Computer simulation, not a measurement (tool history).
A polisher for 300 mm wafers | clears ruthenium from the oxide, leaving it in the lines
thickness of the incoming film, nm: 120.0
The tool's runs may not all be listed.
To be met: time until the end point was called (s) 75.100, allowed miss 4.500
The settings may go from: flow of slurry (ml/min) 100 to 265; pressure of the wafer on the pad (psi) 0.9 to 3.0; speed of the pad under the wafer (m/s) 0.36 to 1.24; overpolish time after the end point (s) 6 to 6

run,hour,flow of slurry (ml/min),pressure of the wafer on the pad (psi),speed of the pad under the wafer (m/s),overpolish time after the end point (s),time until the end point was called (s)
1,0.0,170,1.9,0.80,6,121.190
2,0.7,170,2.2,0.82,6,108.280
3,6.8,170,2.2,0.92,6,97.523
4,14.7,190,2.2,0.92,6,97.694
5,16.7,170,2.2,0.92,6,97.337
6,21.3,170,2.2,0.84,6,104.160
7,22.2,170,2.2,0.84,6,99.576
8,30.6,170,2.4,0.86,6,95.477
9,33.9,175,3.0,0.96,6,69.664

5 next moves are on the table. One of them brings every result within its allowed miss. Which?
A,37.2,170,3.0,0.88,6,?
B,37.2,160,3.0,1.04,6,?
C,37.2,185,2.9,1.06,6,?
D,37.2,205,3.0,1.04,6,?
E,37.2,195,3.0,1.06,6,?

move,time until the end point was called (s)
A,72.754
B,65.362
C,65.190
D,63.101
E,62.651
A: meets every target
B: further off than the last run
C: further off than the last run
D: further off than the last run
E: further off than the last run
The right move is A.
